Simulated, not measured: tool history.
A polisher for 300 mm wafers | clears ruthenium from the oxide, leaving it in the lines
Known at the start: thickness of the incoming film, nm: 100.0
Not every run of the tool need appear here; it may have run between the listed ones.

| run | day | flow of slurry (ml/min) | pressure of the wafer on the pad (kPa) | speed of the pad under the wafer (cm/s) | overpolish time after the end point (s) | time until the end point was called (s) |
|---|---|---|---|---|---|---|
| 1 | 0.000 | 255 | 12.4 | 92 | 9 | 105.430 |
| 2 | 0.112 | 255 | 13.8 | 92 | 9 | 93.396 |
| 3 | 0.317 | 255 | 13.8 | 92 | 9 | 93.990 |
| 4 | 0.621 | 255 | 14.5 | 92 | 9 | 89.317 |
| 5 | 0.742 | 255 | 11.7 | 92 | 9 | 112.090 |
| 6 | 0.962 | 255 | 11.7 | 80 | 9 | 125.980 |
| 7 | 1.004 | 255 | 13.1 | 80 | 9 | 113.580 |
| 8 | 1.304 | 255 | 14.5 | 80 | 9 | 103.230 |
| 9 | 1.438 | 255 | 14.5 | 80 | 9 | 102.180 |
| 10 | 1.792 | 255 | 15.9 | 82 | 9 | 91.859 |
| 11 | 2.054 | 255 | 16.5 | 84 | 9 | 85.066 |
| 12 | 2.221 | 255 | 17.2 | 86 | 9 | 80.245 |
| 13 | 2.529 | 255 | 17.9 | 88 | 9 | 75.346 |

Run 14 comes next. What will it give?
| 14 | 2.554 | 260 | 18.6 | 90 | 9 | ? |

Run 14 yielded time until the end point was called (s) 71.658.
